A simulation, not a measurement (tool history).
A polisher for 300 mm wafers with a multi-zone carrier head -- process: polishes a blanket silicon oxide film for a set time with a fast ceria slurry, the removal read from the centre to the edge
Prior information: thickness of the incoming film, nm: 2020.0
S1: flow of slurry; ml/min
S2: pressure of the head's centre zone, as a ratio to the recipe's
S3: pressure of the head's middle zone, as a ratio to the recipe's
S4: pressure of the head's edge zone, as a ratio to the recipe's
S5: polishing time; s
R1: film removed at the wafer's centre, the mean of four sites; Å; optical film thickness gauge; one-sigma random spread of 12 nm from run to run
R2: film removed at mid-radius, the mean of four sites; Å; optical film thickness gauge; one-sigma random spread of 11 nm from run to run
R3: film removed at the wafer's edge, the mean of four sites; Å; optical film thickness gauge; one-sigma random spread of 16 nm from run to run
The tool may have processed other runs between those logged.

run,hour,S1,S2,S3,S4,S5,R1,R2,R3
1,0,305,1,1,1,74,7919.6,7902.4,7913.3
2,2.4,305,1.06,1,1,74,8377,7897.2,7903.7
3,4.4,260,1.06,1,1,74,8074.8,7810.6,7886
4,8.4,260,1.13,1,1,74,8700.3,7692.6,7893.4
5,14.5,250,1.14,0.98,1.05,82,9596.9,8240.4,9008.6
6,18,310,1.14,0.98,1.05,82,9840.3,8647.5,9053.1
7,18.9,310,1.14,0.98,1.05,82,9810.4,8584.7,9053.8
8,22.9,305,1.15,0.97,1.08,88,10750,9130.8,9911.9

Estimate the outcome of run 9 from the log above:
9,29.9,295,1.15,0.96,1.11,92,?,?,?

R1: 11164 Å
R2: 9588.4 Å
R3: 10441 Å
